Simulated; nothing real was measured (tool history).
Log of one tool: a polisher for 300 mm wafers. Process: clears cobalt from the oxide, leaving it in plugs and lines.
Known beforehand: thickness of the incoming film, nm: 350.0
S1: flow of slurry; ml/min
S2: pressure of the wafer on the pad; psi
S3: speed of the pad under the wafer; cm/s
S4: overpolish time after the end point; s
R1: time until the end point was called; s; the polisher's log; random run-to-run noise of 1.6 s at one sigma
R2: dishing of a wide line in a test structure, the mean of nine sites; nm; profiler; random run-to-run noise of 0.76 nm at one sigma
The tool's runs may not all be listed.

{"run": 1, "hour": 0.0, "S1": 220, "S2": 2.1, "S3": 126, "S4": 27, "R1": 58.139, "R2": 48.463}
{"run": 2, "hour": 0.8, "S1": 220, "S2": 1.9, "S3": 126, "S4": 27, "R1": 66.821, "R2": 48.72}
{"run": 3, "hour": 9.2, "S1": 220, "S2": 1.9, "S3": 126, "S4": 17, "R1": 65.64, "R2": 43.074}
{"run": 4, "hour": 17.0, "S1": 220, "S2": 1.7, "S3": 126, "S4": 21, "R1": 71.092, "R2": 43.798}
{"run": 5, "hour": 23.2, "S1": 220, "S2": 1.6, "S3": 124, "S4": 26, "R1": 77.76, "R2": 46.497}
{"run": 6, "hour": 30.6, "S1": 220, "S2": 1.6, "S3": 152, "S4": 26, "R1": 69.514, "R2": 47.281}
{"run": 7, "hour": 38.8, "S1": 220, "S2": 1.4, "S3": 150, "S4": 28, "R1": 79.312, "R2": 46.841}
{"run": 8, "hour": 41.6, "S1": 220, "S2": 1.3, "S3": 150, "S4": 30, "R1": 84.273, "R2": 47.636}

Run 9, settings as shown, results not yet in. Your forecast:
{"run": 9, "hour": 49.8, "S1": 220, "S2": 1.2, "S3": 150, "S4": 32, "R1": "?", "R2": "?"}

Run 9 yielded R1 91.642 s, R2 46.358 nm.

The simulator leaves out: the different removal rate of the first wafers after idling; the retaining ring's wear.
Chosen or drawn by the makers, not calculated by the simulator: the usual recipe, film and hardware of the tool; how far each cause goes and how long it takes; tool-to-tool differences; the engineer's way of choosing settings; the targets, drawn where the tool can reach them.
